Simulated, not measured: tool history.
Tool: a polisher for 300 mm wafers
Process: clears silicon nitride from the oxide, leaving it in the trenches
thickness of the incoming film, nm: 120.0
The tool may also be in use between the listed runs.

run	hour	flow of slurry (ml/min)	pressure of the wafer on the pad (kPa)	speed of the pad under the wafer (m/s)	overpolish time after the end point (s)	time until the end point was called (s)
1	0	130	18.6	0.98	9	162.45
2	5	130	18.6	1.2	9	136.44
3	5.7	130	18.6	1.2	9	134.39
4	6.8	160	18.6	1.2	9	126.57
5	8.3	155	16.5	1.18	9	148.02
6	16.4	175	16.5	1.18	9	141.13
# hour 21.6: slurry nozzle cleaned
7	21.6	170	15.2	1.18	9	141.4
8	30	165	13.1	1.12	9	177.85
9	36.9	160	12.4	1.12	9	188.9
10	44.1	155	12.4	1.12	9	190.87
11	51.2	150	12.4	1.12	9	193.07

The next listed run, before its measurement:
12	55.2	145	12.4	1.12	9	?

time until the end point was called (s): 190.9
